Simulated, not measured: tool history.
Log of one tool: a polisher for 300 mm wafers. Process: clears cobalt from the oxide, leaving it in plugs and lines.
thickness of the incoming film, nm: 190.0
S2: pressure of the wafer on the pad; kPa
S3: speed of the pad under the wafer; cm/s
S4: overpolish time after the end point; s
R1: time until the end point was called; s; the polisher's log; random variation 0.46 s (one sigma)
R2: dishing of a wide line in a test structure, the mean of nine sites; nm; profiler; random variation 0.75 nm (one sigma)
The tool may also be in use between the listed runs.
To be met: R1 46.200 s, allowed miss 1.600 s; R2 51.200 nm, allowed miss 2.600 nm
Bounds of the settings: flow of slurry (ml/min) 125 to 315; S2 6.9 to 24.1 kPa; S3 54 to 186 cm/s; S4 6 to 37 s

Run 1, hour 0.0: flow of slurry (ml/min) 205, S2 15.2 kPa, S3 118 cm/s, S4 19 s. Result: R1 32.459 s, R2 54.571 nm.
Run 2, hour 1.6: flow of slurry (ml/min) 205, S2 13.8 kPa, S3 118 cm/s, S4 20 s. Result: R1 35.061 s, R2 55.390 nm.
Run 3, hour 7.2: flow of slurry (ml/min) 205, S2 13.1 kPa, S3 118 cm/s, S4 20 s. Result: R1 37.183 s, R2 53.672 nm.
Run 4, hour 14.7: flow of slurry (ml/min) 205, S2 12.4 kPa, S3 118 cm/s, S4 20 s. Result: R1 39.517 s, R2 53.421 nm.
Run 5, hour 20.1: flow of slurry (ml/min) 205, S2 11.7 kPa, S3 118 cm/s, S4 20 s. Result: R1 41.177 s, R2 51.181 nm.
Run 6, hour 22.9: flow of slurry (ml/min) 185, S2 11.7 kPa, S3 118 cm/s, S4 20 s. Result: R1 41.774 s, R2 50.531 nm.
Run 7, hour 24.3: flow of slurry (ml/min) 180, S2 11.7 kPa, S3 118 cm/s, S4 21 s. Result: R1 41.752 s, R2 52.947 nm.
Run 8, hour 32.9: flow of slurry (ml/min) 175, S2 11.0 kPa, S3 118 cm/s, S4 21 s. Result: R1 43.868 s, R2 52.149 nm.

5 next moves are on the table. One of them brings every result within its allowed miss. Which?
Run A, hour 41.5: flow of slurry (ml/min) 175, S2 9.7 kPa, S3 138 cm/s, S4 31 s. Result: R1 ?, R2 ?.
Run B, hour 41.5: flow of slurry (ml/min) 170, S2 11.0 kPa, S3 114 cm/s, S4 22 s. Result: R1 ?, R2 ?.
Run C, hour 41.5: flow of slurry (ml/min) 175, S2 11.0 kPa, S3 128 cm/s, S4 29 s. Result: R1 ?, R2 ?.
Run D, hour 41.5: flow of slurry (ml/min) 125, S2 15.2 kPa, S3 98 cm/s, S4 19 s. Result: R1 ?, R2 ?.
Run E, hour 41.5: flow of slurry (ml/min) 170, S2 10.3 kPa, S3 122 cm/s, S4 28 s. Result: R1 ?, R2 ?.

move      R1      R2
   A  43.710  59.020
   B  46.423  50.907
   C  41.391  58.777
   D  40.494  50.608
   E  46.239  56.161
A: further off than the last run
B: meets every target
C: further off than the last run
D: further off than the last run
E: brings the result that was furthest off to its target, and leaves another outside
Answer: B
